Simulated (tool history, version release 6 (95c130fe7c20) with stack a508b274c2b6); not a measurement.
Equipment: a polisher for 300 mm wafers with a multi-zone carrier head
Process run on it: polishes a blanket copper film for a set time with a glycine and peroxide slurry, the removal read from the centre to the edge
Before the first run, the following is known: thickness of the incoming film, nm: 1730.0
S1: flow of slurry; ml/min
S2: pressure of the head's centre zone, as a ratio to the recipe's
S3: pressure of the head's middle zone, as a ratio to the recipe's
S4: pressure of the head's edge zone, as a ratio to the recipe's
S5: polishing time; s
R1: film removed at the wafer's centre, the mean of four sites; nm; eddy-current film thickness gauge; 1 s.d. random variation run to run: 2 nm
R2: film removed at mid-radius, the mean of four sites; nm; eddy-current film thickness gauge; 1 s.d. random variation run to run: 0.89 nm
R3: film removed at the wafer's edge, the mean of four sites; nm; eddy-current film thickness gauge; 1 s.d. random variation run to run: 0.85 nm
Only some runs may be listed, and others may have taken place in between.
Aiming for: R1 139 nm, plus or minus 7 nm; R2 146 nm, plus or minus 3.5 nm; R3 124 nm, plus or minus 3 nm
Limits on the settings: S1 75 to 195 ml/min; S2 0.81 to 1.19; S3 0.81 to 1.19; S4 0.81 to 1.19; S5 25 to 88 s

run    day   S1    S2    S3    S4  S5      R1      R2      R3
  1      0  125     1     1     1  56  263.36  258.92  254.02
  2  0.188  110     1  1.02  0.94  46  216.32  210.17  198.07
  3  0.317  135     1  1.02  0.94  46  215.92   223.3  204.32
  4  0.408  130  0.99  1.03   0.9  39  181.64  187.75  169.35
  5  0.733  125  0.99  1.04  0.87  36  168.06  173.63  150.54
  6  0.908  115  0.97  1.04  0.85  35  157.45  166.16  144.72
  7  1.029  105  0.97  1.05  0.84  34   148.3  156.93  137.83
  8  1.208   80  1.03  1.12  0.81  31  127.19  136.24  117.66
  9  1.308   85  1.03  1.12  0.81  31  129.26  139.69  117.21
 10  1.362   90  1.03  1.11  0.82  31   131.5  142.73  119.15

Below are 4 possible settings for the next run. Only one of them brings all results inside the allowed miss of their targets. Which is it?
  A  1.417  110  1.12  1.11  0.81  28   ?   ?   ?
  B  1.417  105  1.04  1.11  0.82  29   ?   ?   ?
  C  1.417  110  1.03  1.11  0.88  30   ?   ?   ?
  D  1.417  120  1.08  1.12  0.81  28   ?   ?   ?

move      R1      R2      R3
   A  142.99  138.91  111.16
   B  135.37  141.95  114.66
   C  140.92  148.89  123.58
   D  141.75  143.34  113.01
A: misses by more than the last run did
B: misses by more than the last run did
C: each result inside its tolerance
D: misses by more than the last run did
The move that meets every target is C.
